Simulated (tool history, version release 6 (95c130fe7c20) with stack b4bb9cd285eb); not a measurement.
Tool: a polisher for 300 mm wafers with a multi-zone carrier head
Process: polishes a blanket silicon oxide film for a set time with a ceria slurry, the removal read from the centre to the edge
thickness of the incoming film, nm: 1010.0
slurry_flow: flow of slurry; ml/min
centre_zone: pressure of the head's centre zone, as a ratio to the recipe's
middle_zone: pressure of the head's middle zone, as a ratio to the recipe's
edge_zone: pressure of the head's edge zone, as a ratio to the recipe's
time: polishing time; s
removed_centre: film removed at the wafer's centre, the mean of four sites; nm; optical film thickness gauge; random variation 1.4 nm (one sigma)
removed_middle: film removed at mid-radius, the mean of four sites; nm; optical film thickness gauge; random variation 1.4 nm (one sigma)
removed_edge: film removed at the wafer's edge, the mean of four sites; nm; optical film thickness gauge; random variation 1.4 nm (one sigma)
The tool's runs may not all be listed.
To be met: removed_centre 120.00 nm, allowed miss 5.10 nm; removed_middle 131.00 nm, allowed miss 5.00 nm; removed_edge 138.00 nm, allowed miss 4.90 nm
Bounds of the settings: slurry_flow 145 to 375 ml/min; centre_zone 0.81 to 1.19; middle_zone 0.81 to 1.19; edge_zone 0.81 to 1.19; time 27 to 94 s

| run | hour | slurry_flow | centre_zone | middle_zone | edge_zone | time | removed_centre | removed_middle | removed_edge |
|---|---|---|---|---|---|---|---|---|---|
| 1 | 0.0 | 240 | 1.00 | 1.00 | 1.00 | 60 | 153.98 | 155.65 | 161.45 |
| 2 | 4.2 | 240 | 1.05 | 1.00 | 1.00 | 60 | 154.74 | 153.66 | 160.80 |
| 3 | 13.2 | 235 | 1.03 | 1.00 | 1.01 | 58 | 154.41 | 145.94 | 155.89 |
| 4 | 15.7 | 285 | 1.03 | 1.00 | 1.01 | 58 | 155.93 | 153.33 | 157.43 |
| 5 | 18.4 | 275 | 1.00 | 0.99 | 1.00 | 57 | 148.58 | 148.68 | 153.66 |
| 6 | 22.3 | 225 | 1.00 | 0.99 | 1.00 | 57 | 145.07 | 144.50 | 153.14 |
| 7 | 24.9 | 220 | 0.98 | 0.98 | 0.99 | 56 | 143.05 | 140.57 | 147.21 |
| 8 | 28.0 | 215 | 0.96 | 0.98 | 1.00 | 55 | 137.68 | 137.28 | 146.48 |
| 9 | 28.7 | 210 | 0.94 | 0.98 | 1.00 | 55 | 134.17 | 139.21 | 144.86 |
| 10 | 35.2 | 205 | 0.93 | 0.97 | 1.00 | 55 | 132.09 | 137.15 | 142.95 |
| 11 | 40.0 | 200 | 0.92 | 0.97 | 1.00 | 55 | 131.83 | 134.95 | 145.07 |
| 12 | 46.1 | 200 | 0.91 | 0.97 | 1.00 | 55 | 133.39 | 135.78 | 142.87 |
| 13 | 47.7 | 200 | 0.91 | 0.97 | 1.00 | 55 | 131.23 | 137.10 | 145.11 |
| 14 | 54.6 | 200 | 0.91 | 0.97 | 1.00 | 55 | 132.83 | 134.78 | 145.09 |

Which of these 5 next moves meets every target?
| A | 61.5 | 300 | 0.84 | 1.01 | 1.07 | 49 | ? | ? | ? |
| B | 61.5 | 190 | 0.81 | 1.00 | 1.11 | 55 | ? | ? | ? |
| C | 61.5 | 190 | 0.85 | 0.91 | 1.04 | 52 | ? | ? | ? |
| D | 61.5 | 145 | 1.00 | 0.87 | 1.09 | 57 | ? | ? | ? |
| E | 61.5 | 145 | 0.83 | 0.88 | 1.13 | 55 | ? | ? | ? |

| move | removed_centre | removed_middle | removed_edge |
|---|---|---|---|
| A | 118.41 | 129.33 | 136.63 |
| B | 123.33 | 136.99 | 150.55 |
| C | 119.57 | 119.67 | 137.94 |
| D | 137.46 | 121.58 | 150.61 |
| E | 119.57 | 118.48 | 147.99 |
A: meets every target
B: brings the result that was furthest off to its target, and leaves another outside
C: brings the result that was furthest off to its target, and leaves another outside
D: further off than the last run
E: brings the result that was furthest off to its target, and leaves another outside
Answer: A
